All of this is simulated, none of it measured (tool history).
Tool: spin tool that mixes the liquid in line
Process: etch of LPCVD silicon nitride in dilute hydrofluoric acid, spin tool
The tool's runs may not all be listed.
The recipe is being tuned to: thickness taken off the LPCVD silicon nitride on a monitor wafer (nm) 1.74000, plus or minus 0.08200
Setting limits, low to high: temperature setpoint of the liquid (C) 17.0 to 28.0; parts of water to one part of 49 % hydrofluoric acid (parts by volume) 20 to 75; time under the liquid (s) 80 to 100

| run | hour | temperature setpoint of the liquid (C) | parts of water to one part of 49 % hydrofluoric acid (parts by volume) | time under the liquid (s) | thickness taken off the LPCVD silicon nitride on a monitor wafer (nm) |
|---|---|---|---|---|---|
| 1 | 0.0 | 20.0 | 45 | 100 | 0.84588 |
| 2 | 7.9 | 21.5 | 45 | 100 | 0.96125 |
| 3 | 11.1 | 23.0 | 45 | 100 | 1.05370 |
| 4 | 19.1 | 24.0 | 45 | 100 | 1.13020 |
| 5 | 27.3 | 24.0 | 40 | 100 | 1.25470 |
| 6 | 28.8 | 24.0 | 45 | 100 | 1.10110 |
| 7 | 37.0 | 25.0 | 45 | 100 | 1.17460 |
| 8 | 45.8 | 25.5 | 45 | 100 | 1.26890 |
| 9 | 54.3 | 26.0 | 45 | 100 | 1.29320 |
| 10 | 59.2 | 28.0 | 35 | 100 | 1.86590 |

Which single option among these 5 for the next run brings every result within its allowed miss of target? Just one does.
| A | 64.1 | 27.5 | 35 | 95 | ? |
| B | 64.1 | 28.0 | 30 | 90 | ? |
| C | 64.1 | 26.5 | 25 | 90 | ? |
| D | 64.1 | 26.0 | 25 | 90 | ? |
| E | 64.1 | 27.5 | 30 | 90 | ? |

| move | thickness taken off the LPCVD silicon nitride on a monitor wafer (nm) |
|---|---|
| A | 1.70570 |
| B | 1.94080 |
| C | 2.09470 |
| D | 2.02550 |
| E | 1.87750 |
A: in spec on every target
B: the biggest miss grows against the last run
C: the biggest miss grows against the last run
D: the biggest miss grows against the last run
E: the biggest miss grows against the last run
Go with A: it meets all targets.
